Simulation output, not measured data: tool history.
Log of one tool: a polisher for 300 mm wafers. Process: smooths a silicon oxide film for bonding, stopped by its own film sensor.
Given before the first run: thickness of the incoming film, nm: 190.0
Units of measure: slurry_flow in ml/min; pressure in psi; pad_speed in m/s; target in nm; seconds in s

run    day  slurry_flow  pressure  pad_speed  slurry_solids  target  seconds
  1  0.000          265       2.3       0.82            1.0     154   45.046
  2  0.296          330       2.3       0.82            1.0     154   43.539
  3  0.667          330       2.1       0.80            1.0     154   50.008
  4  0.762          330       1.9       0.80            1.0     154   54.292
  5  1.112          330       1.7       0.80            1.0     154   60.633
  6  1.342          330       1.6       0.80            1.0     154   64.988
  7  1.600          330       1.0       0.78            1.0     154  101.640
  8  1.692          335       1.0       0.78            1.0     154  100.440

Run 9 comes next. What will it give?
  9  1.858          345       1.1       0.78            1.0     154        ?

seconds: 92.098 s
